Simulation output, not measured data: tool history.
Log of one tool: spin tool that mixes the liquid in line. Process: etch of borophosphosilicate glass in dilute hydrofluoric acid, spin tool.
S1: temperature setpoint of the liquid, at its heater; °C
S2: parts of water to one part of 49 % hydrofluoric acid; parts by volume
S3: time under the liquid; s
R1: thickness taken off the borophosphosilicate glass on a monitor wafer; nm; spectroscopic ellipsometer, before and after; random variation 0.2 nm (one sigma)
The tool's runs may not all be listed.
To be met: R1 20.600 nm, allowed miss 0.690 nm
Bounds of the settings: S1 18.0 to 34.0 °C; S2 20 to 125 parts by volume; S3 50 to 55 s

{"run": 1, "day": 0.0, "S1": 26.0, "S2": 70, "S3": 50, "R1": 42.277}
{"run": 2, "day": 0.067, "S1": 27.5, "S2": 70, "S3": 50, "R1": 43.598}
{"run": 3, "day": 0.183, "S1": 26.5, "S2": 75, "S3": 50, "R1": 38.929}
{"run": 4, "day": 0.408, "S1": 25.5, "S2": 80, "S3": 50, "R1": 35.385}
{"run": 5, "day": 0.483, "S1": 28.0, "S2": 80, "S3": 50, "R1": 39.63}
{"run": 6, "day": 0.592, "S1": 27.0, "S2": 80, "S3": 50, "R1": 37.622}
{"run": 7, "day": 0.717, "S1": 26.0, "S2": 80, "S3": 50, "R1": 35.631}
{"run": 8, "day": 0.85, "S1": 25.0, "S2": 80, "S3": 50, "R1": 34.961}
{"run": 9, "day": 1.062, "S1": 24.5, "S2": 85, "S3": 50, "R1": 31.19}
{"run": 10, "day": 1.225, "S1": 24.0, "S2": 85, "S3": 50, "R1": 30.974}
{"run": 11, "day": 1.425, "S1": 23.5, "S2": 85, "S3": 50, "R1": 29.809}
{"run": 12, "day": 1.742, "S1": 23.0, "S2": 85, "S3": 50, "R1": 29.89}
{"run": 13, "day": 1.929, "S1": 22.5, "S2": 85, "S3": 50, "R1": 28.493}
{"run": 14, "day": 2.012, "S1": 22.0, "S2": 85, "S3": 50, "R1": 28.872}
{"run": 15, "day": 2.05, "S1": 22.0, "S2": 85, "S3": 50, "R1": 28.611}

Which of these 4 next moves meets every target?
{"run": "A", "day": 2.088, "S1": 19.0, "S2": 95, "S3": 50, "R1": "?"}
{"run": "B", "day": 2.088, "S1": 21.0, "S2": 110, "S3": 50, "R1": "?"}
{"run": "C", "day": 2.088, "S1": 21.5, "S2": 105, "S3": 50, "R1": "?"}
{"run": "D", "day": 2.088, "S1": 21.0, "S2": 105, "S3": 55, "R1": "?"}

move=A R1=22.496
move=B R1=20.740
move=C R1=22.298
move=D R1=24.036
A: nearer than the last run, and not there yet
B: meets every target
C: nearer than the last run, and not there yet
D: nearer than the last run, and not there yet
The right move is B.
